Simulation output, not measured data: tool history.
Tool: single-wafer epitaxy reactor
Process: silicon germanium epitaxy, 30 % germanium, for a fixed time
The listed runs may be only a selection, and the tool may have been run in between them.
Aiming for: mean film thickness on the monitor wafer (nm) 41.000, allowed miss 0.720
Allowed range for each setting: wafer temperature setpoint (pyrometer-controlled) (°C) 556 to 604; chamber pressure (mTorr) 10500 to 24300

run	hour	wafer temperature setpoint (pyrometer-controlled) (°C)	chamber pressure (mTorr)	mean film thickness on the monitor wafer (nm)
1	0.0	580	17400	38.344
2	6.1	580	15700	36.866
3	14.7	581	15700	37.287
4	19.4	582	15700	38.050
5	28.0	575	15700	33.725
6	30.4	582	15700	38.063
7	31.7	583	15700	38.633
8	35.1	584	15700	39.451
9	41.8	585	15700	39.861

Exactly one of the 5 candidate moves below puts every result within its allowed miss. Which one?
A	48.5	581	15600	?
B	48.5	584	18100	?
C	48.5	582	17600	?
D	48.5	588	12000	?
E	48.5	583	16000	?

move	mean film thickness on the monitor wafer (nm)
A	37.289
B	41.023
C	39.332
D	38.854
E	38.854
A: misses by more than the last run did
B: hits every target within its allowed miss
C: misses by more than the last run did
D: misses by more than the last run did
E: misses by more than the last run did
B is the move that brings every result within its allowed miss.
